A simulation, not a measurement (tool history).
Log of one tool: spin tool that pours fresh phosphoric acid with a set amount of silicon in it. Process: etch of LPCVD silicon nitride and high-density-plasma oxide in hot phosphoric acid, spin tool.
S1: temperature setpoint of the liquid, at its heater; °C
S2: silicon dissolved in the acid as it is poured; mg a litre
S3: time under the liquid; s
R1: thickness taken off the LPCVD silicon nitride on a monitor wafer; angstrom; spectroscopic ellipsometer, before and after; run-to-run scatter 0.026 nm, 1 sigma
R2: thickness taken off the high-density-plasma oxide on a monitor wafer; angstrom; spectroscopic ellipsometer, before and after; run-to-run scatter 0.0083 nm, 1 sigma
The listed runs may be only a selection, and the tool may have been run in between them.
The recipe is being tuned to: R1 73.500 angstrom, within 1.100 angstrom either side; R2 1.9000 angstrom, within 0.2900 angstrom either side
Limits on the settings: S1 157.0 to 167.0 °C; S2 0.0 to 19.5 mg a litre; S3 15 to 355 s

run,hour,S1,S2,S3,R1,R2
1,0.0,162.0,8.5,180,201.490,7.4876
2,1.4,163.5,8.5,180,212.210,8.1164
3,6.3,162.5,8.5,180,205.310,7.0691
4,10.3,161.0,9.0,135,147.600,5.1013
5,12.3,159.0,9.0,135,137.720,4.4375
6,15.8,158.5,11.0,110,109.340,3.3066
7,24.2,158.0,13.0,100,97.347,2.7024
8,30.5,158.0,14.5,90,88.239,2.3737
9,37.7,158.0,15.5,85,83.105,2.2549
10,40.6,158.0,16.5,85,82.723,2.0709
11,48.3,158.0,16.5,85,83.231,2.3038
12,51.3,157.5,17.5,85,82.341,2.0710
13,51.9,157.5,18.0,80,77.262,1.8420
14,58.0,157.5,18.0,80,77.231,1.8069
15,66.1,157.5,18.0,75,71.889,1.8907

Consider the 5 candidate settings below. Which is the only one whose results all fall within their allowed miss of target?
A,74.2,158.0,16.5,75,?,?
B,74.2,159.0,15.0,75,?,?
C,74.2,161.5,14.0,70,?,?
D,74.2,163.5,9.5,65,?,?
E,74.2,157.5,18.0,80,?,?

move,R1,R2
A,73.186,1.8703
B,75.703,2.0937
C,76.837,2.4101
D,76.248,2.8755
E,76.751,1.8468
A: every result within its allowed miss
B: the result that was furthest off in the last run now lies on the other side of its target
C: the result that was furthest off in the last run now lies on the other side of its target
D: the result that was furthest off in the last run now lies on the other side of its target
E: the result that was furthest off in the last run now lies on the other side of its target
The right move is A.
